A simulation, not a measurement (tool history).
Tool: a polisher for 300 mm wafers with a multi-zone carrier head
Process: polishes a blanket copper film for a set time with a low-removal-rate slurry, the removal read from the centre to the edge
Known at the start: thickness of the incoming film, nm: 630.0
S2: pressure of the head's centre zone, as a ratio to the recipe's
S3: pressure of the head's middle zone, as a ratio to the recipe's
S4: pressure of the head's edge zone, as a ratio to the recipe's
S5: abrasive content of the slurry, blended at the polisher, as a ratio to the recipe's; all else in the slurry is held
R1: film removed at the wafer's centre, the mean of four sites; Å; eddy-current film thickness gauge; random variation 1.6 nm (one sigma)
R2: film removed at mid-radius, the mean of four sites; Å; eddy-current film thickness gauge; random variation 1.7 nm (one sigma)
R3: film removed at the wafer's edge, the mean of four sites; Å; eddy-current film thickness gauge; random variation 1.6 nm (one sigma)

{"run": 1, "hour": 0.0, "flow of slurry (ml/min)": 215, "S2": 1, "S3": 1, "S4": 1, "S5": 1, "polishing time (s)": 47, "R1": 2289.4, "R2": 2357.7, "R3": 2334.5}
{"run": 2, "hour": 1.8, "flow of slurry (ml/min)": 215, "S2": 1, "S3": 1, "S4": 1, "S5": 1, "polishing time (s)": 40, "R1": 1950.8, "R2": 2005.8, "R3": 1988.6}
{"run": 3, "hour": 8.4, "flow of slurry (ml/min)": 210, "S2": 1, "S3": 0.97, "S4": 1.04, "S5": 1, "polishing time (s)": 40, "R1": 1979.4, "R2": 1939.8, "R3": 2032.9}
{"run": 4, "hour": 13.6, "flow of slurry (ml/min)": 210, "S2": 1.04, "S3": 0.97, "S4": 1.04, "S5": 1, "polishing time (s)": 40, "R1": 2008.5, "R2": 1916.7, "R3": 2052.9}
{"run": 5, "hour": 19.6, "flow of slurry (ml/min)": 210, "S2": 1, "S3": 0.97, "S4": 1.04, "S5": 1, "polishing time (s)": 40, "R1": 1987.2, "R2": 1924.3, "R3": 2025.7}
{"run": 6, "hour": 21.7, "flow of slurry (ml/min)": 210, "S2": 1, "S3": 0.97, "S4": 1.04, "S5": 0.9, "polishing time (s)": 40, "R1": 1952.3, "R2": 1930.4, "R3": 1983}
{"run": 7, "hour": 26.1, "flow of slurry (ml/min)": 205, "S2": 0.99, "S3": 0.96, "S4": 1.07, "S5": 0.95, "polishing time (s)": 40, "R1": 1948.9, "R2": 1904, "R3": 2015.6}
{"hour": 26.9, "done": "worn pad replaced by a new one"}
{"run": 8, "hour": 26.9, "flow of slurry (ml/min)": 200, "S2": 0.94, "S3": 0.89, "S4": 1.17, "S5": 1.1, "polishing time (s)": 41, "R1": 2164.4, "R2": 2103.8, "R3": 2534.4}
{"run": 9, "hour": 28.1, "flow of slurry (ml/min)": 190, "S2": 0.94, "S3": 0.87, "S4": 1.14, "S5": 1.1, "polishing time (s)": 41, "R1": 2141.5, "R2": 2049.3, "R3": 2478.4}

Forecast run 10:
{"run": 10, "hour": 32.1, "flow of slurry (ml/min)": 185, "S2": 0.93, "S3": 0.86, "S4": 1.11, "S5": 1.05, "polishing time (s)": 41, "R1": "?", "R2": "?", "R3": "?"}

R1: 2141 Å
R2: 1992.8 Å
R3: 2451.1 Å
